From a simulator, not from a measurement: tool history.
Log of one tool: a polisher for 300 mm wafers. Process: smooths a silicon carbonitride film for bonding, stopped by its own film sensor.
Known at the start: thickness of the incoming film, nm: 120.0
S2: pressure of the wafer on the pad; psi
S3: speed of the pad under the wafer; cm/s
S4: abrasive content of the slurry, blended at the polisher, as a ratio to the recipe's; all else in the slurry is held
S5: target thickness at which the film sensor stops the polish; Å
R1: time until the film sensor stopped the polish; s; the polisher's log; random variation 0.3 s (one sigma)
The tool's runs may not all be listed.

{"run": 1, "hour": 0.0, "flow of slurry (ml/min)": 200, "S2": 2.2, "S3": 104, "S4": 1.0, "S5": 1110, "R1": 28.036}
{"run": 2, "hour": 3.7, "flow of slurry (ml/min)": 200, "S2": 2.4, "S3": 106, "S4": 1.0, "S5": 1110, "R1": 24.967}
{"run": 3, "hour": 8.4, "flow of slurry (ml/min)": 200, "S2": 2.4, "S3": 106, "S4": 0.8, "S5": 1110, "R1": 27.961}
{"run": 4, "hour": 15.3, "flow of slurry (ml/min)": 155, "S2": 2.4, "S3": 106, "S4": 0.8, "S5": 1110, "R1": 29.352}
{"run": 5, "hour": 23.6, "flow of slurry (ml/min)": 155, "S2": 2.4, "S3": 106, "S4": 0.95, "S5": 1110, "R1": 26.933}
{"run": 6, "hour": 30.1, "flow of slurry (ml/min)": 155, "S2": 2.6, "S3": 108, "S4": 0.95, "S5": 1110, "R1": 24.57}
{"run": 7, "hour": 34.7, "flow of slurry (ml/min)": 155, "S2": 2.7, "S3": 110, "S4": 0.95, "S5": 1110, "R1": 23.326}
{"run": 8, "hour": 41.1, "flow of slurry (ml/min)": 155, "S2": 2.8, "S3": 112, "S4": 0.95, "S5": 1110, "R1": 22.228}

Run 9 comes next. What will it give?
{"run": 9, "hour": 43.3, "flow of slurry (ml/min)": 155, "S2": 2.9, "S3": 114, "S4": 0.95, "S5": 1110, "R1": "?"}

{"run 9": {"R1": 21.247}}
